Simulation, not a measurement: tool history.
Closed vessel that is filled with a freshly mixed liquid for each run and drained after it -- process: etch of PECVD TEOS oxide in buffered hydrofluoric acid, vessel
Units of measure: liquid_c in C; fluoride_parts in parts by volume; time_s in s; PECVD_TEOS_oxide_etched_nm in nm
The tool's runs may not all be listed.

run  hour  liquid_c  fluoride_parts  time_s  PECVD_TEOS_oxide_etched_nm
  1   0.0      21.0            21.5      85                      135.09
  2   1.0      21.0            21.5      85                      134.35
  3   4.3      21.0            19.5      85                      144.14
  4   5.6      23.5            18.5      85                      174.43
  5  13.2      26.0            18.5      85                      200.16
  6  15.9      27.0            18.0      85                      216.04
  7  18.6      27.5            18.0      85                      221.46

Run 8 comes next. What will it give?
  8  24.7      28.0            18.0      85                           ?

{"run 8": {"PECVD_TEOS_oxide_etched_nm": 230.0}}
